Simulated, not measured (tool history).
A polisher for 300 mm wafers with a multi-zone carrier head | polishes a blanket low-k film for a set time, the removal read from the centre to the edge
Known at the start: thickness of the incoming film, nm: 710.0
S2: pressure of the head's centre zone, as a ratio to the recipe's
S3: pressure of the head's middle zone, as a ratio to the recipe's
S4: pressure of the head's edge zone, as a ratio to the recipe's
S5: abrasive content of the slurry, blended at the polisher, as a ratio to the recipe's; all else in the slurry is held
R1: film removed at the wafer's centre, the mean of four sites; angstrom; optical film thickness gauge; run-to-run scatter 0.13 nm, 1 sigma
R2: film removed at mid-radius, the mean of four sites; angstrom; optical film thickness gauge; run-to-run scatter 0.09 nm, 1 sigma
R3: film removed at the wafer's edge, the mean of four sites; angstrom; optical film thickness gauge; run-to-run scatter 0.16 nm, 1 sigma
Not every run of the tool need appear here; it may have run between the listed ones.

run 1 hour=0 | flow_of_slurry_(ml/min)=255 S2=1 S3=1 S4=1 S5=1 polishing_time_(s)=39 | R1=181.64 R2=173.45 R3=184.57
run 2 hour=6.8 | flow_of_slurry_(ml/min)=255 S2=1 S3=1 S4=1 S5=1 polishing_time_(s)=47 | R1=217.61 R2=211.13 R3=214.87
run 3 hour=11.6 | flow_of_slurry_(ml/min)=255 S2=1 S3=1.07 S4=1 S5=1 polishing_time_(s)=47 | R1=220.18 R2=224.88 R3=214.67
run 4 hour=14 | flow_of_slurry_(ml/min)=255 S2=0.92 S3=1.07 S4=1 S5=1 polishing_time_(s)=47 | R1=202.47 R2=222.61 R3=223.01
run 5 hour=16.1 | flow_of_slurry_(ml/min)=255 S2=0.92 S3=1.01 S4=1 S5=1 polishing_time_(s)=47 | R1=200.08 R2=212.95 R3=220.42
run 6 hour=19.9 | flow_of_slurry_(ml/min)=255 S2=0.92 S3=1.01 S4=1 S5=1.15 polishing_time_(s)=47 | R1=213.04 R2=220.27 R3=229.11

Run 7, settings as shown, results not yet in. Your forecast:
run 7 hour=21.5 | flow_of_slurry_(ml/min)=250 S2=0.96 S3=0.97 S4=1.04 S5=1.05 polishing_time_(s)=45 | R1=? R2=? R3=?

R1: 203.37 angstrom
R2: 200.01 angstrom
R3: 216.61 angstrom
